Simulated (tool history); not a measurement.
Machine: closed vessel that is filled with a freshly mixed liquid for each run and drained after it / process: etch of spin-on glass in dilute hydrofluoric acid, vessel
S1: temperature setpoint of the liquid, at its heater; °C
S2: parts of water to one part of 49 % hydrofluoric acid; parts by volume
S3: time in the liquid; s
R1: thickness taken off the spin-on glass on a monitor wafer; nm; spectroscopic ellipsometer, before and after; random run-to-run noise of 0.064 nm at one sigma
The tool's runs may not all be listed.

| run | day | S1 | S2 | S3 | R1 |
|---|---|---|---|---|---|
| 1 | 0 | 26 | 240 | 30 | 4.4067 |
| 2 | 0.129 | 23.5 | 240 | 30 | 3.9997 |
| 3 | 0.383 | 25.5 | 220 | 30 | 4.7802 |
| 4 | 0.475 | 24 | 220 | 30 | 4.5557 |
| 5 | 0.608 | 24 | 265 | 30 | 3.6339 |
| 6 | 0.867 | 26 | 235 | 30 | 4.5681 |
| 7 | 1.162 | 27.5 | 215 | 30 | 5.3487 |
| 8 | 1.496 | 29 | 200 | 30 | 6.0791 |
| 9 | 1.808 | 30 | 185 | 30 | 6.9534 |
| 10 | 1.962 | 31 | 175 | 30 | 7.7902 |

For run 11, what comes out?
| 11 | 2.004 | 31.5 | 170 | 30 | ? |

Logged for run 11: R1 8.1004 nm.

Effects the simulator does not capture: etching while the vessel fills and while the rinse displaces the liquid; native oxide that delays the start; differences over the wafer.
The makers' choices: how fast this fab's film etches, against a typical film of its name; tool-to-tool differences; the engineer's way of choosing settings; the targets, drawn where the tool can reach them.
